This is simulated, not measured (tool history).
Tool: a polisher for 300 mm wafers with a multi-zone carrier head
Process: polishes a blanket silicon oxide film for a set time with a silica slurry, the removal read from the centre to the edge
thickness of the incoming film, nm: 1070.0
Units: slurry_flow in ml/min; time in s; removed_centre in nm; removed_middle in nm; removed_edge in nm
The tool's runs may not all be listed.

run 1 day=0.000 | slurry_flow=255 centre_zone=1.00 middle_zone=1.00 edge_zone=1.00 slurry_solids=1.00 time=68 | removed_centre=438.08 removed_middle=429.63 removed_edge=413.98
run 2 day=0.342 | slurry_flow=255 centre_zone=1.00 middle_zone=1.00 edge_zone=1.00 slurry_solids=1.10 time=68 | removed_centre=460.54 removed_middle=450.63 removed_edge=435.42
run 3 day=0.533 | slurry_flow=270 centre_zone=1.00 middle_zone=1.01 edge_zone=1.04 slurry_solids=1.10 time=68 | removed_centre=461.44 removed_middle=464.10 removed_edge=438.54
run 4 day=0.600 | slurry_flow=270 centre_zone=1.00 middle_zone=1.01 edge_zone=1.01 slurry_solids=1.10 time=68 | removed_centre=463.38 removed_middle=458.02 removed_edge=429.64
run 5 day=0.933 | slurry_flow=270 centre_zone=1.00 middle_zone=1.01 edge_zone=1.01 slurry_solids=1.20 time=68 | removed_centre=474.55 removed_middle=478.04 removed_edge=459.30
run 6 day=1.142 | slurry_flow=270 centre_zone=1.00 middle_zone=1.01 edge_zone=1.03 slurry_solids=1.25 time=68 | removed_centre=492.12 removed_middle=483.98 removed_edge=466.49
run 7 day=1.338 | slurry_flow=285 centre_zone=0.90 middle_zone=1.02 edge_zone=1.13 slurry_solids=1.35 time=69 | removed_centre=458.76 removed_middle=513.82 removed_edge=507.71

Forecast run 8:
run 8 day=1.679 | slurry_flow=290 centre_zone=0.91 middle_zone=1.02 edge_zone=1.13 slurry_solids=1.35 time=69 | removed_centre=? removed_middle=? removed_edge=?

Run 8 gave removed_centre 465.69 nm, removed_middle 509.39 nm, removed_edge 510.01 nm.

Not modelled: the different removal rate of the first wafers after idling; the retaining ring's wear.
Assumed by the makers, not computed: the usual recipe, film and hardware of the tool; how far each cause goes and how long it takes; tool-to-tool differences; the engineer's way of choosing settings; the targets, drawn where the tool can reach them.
